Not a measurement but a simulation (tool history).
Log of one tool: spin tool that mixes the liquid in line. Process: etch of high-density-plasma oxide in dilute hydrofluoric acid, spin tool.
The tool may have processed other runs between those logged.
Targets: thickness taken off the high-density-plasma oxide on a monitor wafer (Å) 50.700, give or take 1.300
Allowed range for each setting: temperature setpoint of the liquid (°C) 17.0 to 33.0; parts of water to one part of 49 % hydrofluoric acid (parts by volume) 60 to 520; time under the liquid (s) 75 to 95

run	hour	temperature setpoint of the liquid (°C)	parts of water to one part of 49 % hydrofluoric acid (parts by volume)	time under the liquid (s)	thickness taken off the high-density-plasma oxide on a monitor wafer (Å)
1	0.0	25.0	290	95	14.629
2	7.5	25.0	290	95	14.548
3	10.1	25.0	290	95	14.725
4	16.2	27.5	220	95	22.992
5	18.7	29.0	185	95	29.792
6	22.6	29.0	85	95	72.839
7	25.9	29.0	100	95	61.928
8	34.7	29.0	110	95	55.529

Below are 5 possible settings for the next run. Only one of them brings all results inside the allowed miss of their targets. Which is it?
A	43.5	27.5	120	95	?
B	43.5	29.0	80	75	?
C	43.5	26.0	90	95	?
D	43.5	25.5	85	75	?
E	43.5	33.0	120	80	?

move	thickness taken off the high-density-plasma oxide on a monitor wafer (Å)
A	46.671
B	61.787
C	61.074
D	50.385
E	48.110
A: moves the result that the last run missed by most past its target, out the other side
B: misses by more than the last run did
C: misses by more than the last run did
D: all results land within tolerance of their targets
E: moves the result that the last run missed by most past its target, out the other side
D meets every target.

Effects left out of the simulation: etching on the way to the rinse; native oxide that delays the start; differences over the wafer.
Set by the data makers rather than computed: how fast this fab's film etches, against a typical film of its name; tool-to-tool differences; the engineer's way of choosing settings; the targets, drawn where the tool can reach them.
